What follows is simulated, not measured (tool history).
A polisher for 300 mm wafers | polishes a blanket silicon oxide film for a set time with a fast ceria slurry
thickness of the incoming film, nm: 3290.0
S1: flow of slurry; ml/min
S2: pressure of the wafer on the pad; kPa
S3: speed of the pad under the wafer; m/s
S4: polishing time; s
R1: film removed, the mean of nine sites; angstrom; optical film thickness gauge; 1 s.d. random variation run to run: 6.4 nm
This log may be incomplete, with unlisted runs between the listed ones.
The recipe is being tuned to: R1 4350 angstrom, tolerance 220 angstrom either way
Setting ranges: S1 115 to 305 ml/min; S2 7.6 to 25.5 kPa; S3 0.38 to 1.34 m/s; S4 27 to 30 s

Run 1, hour 0: S1 195 ml/min, S2 16.5 kPa, S3 0.86 m/s, S4 30 s. Result: R1 2781.5 angstrom.
Run 2, hour 2.4: S1 195 ml/min, S2 17.9 kPa, S3 0.86 m/s, S4 30 s. Result: R1 2970 angstrom.
Run 3, hour 6.7: S1 195 ml/min, S2 17.9 kPa, S3 0.86 m/s, S4 30 s. Result: R1 3057.5 angstrom.
Run 4, hour 15.1: S1 195 ml/min, S2 17.9 kPa, S3 0.72 m/s, S4 30 s. Result: R1 2573.2 angstrom.
Run 5, hour 23.8: S1 195 ml/min, S2 20 kPa, S3 0.72 m/s, S4 30 s. Result: R1 2920.4 angstrom.
Run 6, hour 24.4: S1 175 ml/min, S2 20 kPa, S3 0.72 m/s, S4 30 s. Result: R1 2777.1 angstrom.
Run 7, hour 26.3: S1 190 ml/min, S2 21.4 kPa, S3 0.72 m/s, S4 30 s. Result: R1 3031.8 angstrom.
Run 8, hour 31.2: S1 195 ml/min, S2 22.1 kPa, S3 0.74 m/s, S4 30 s. Result: R1 3219.6 angstrom.
Run 9, hour 37.9: S1 200 ml/min, S2 22.8 kPa, S3 0.76 m/s, S4 30 s. Result: R1 3338.9 angstrom.

Exercise: of the 4 proposed moves below, exactly one satisfies all targets within the stated allowed misses. Which move is it?
Run A, hour 44.6: S1 210 ml/min, S2 24.8 kPa, S3 0.84 m/s, S4 28 s. Result: R1 ?.
Run B, hour 44.6: S1 230 ml/min, S2 23.4 kPa, S3 0.8 m/s, S4 30 s. Result: R1 ?.
Run C, hour 44.6: S1 200 ml/min, S2 21.4 kPa, S3 0.64 m/s, S4 30 s. Result: R1 ?.
Run D, hour 44.6: S1 205 ml/min, S2 24.1 kPa, S3 0.9 m/s, S4 30 s. Result: R1 ?.

move      R1
   A  3811.9
   B  3727.3
   C  2695.6
   D    4234
A: moves toward the targets from the last run without getting all of them in spec
B: moves toward the targets from the last run without getting all of them in spec
C: the biggest miss grows against the last run
D: in spec on every target
The move that meets every target is D.
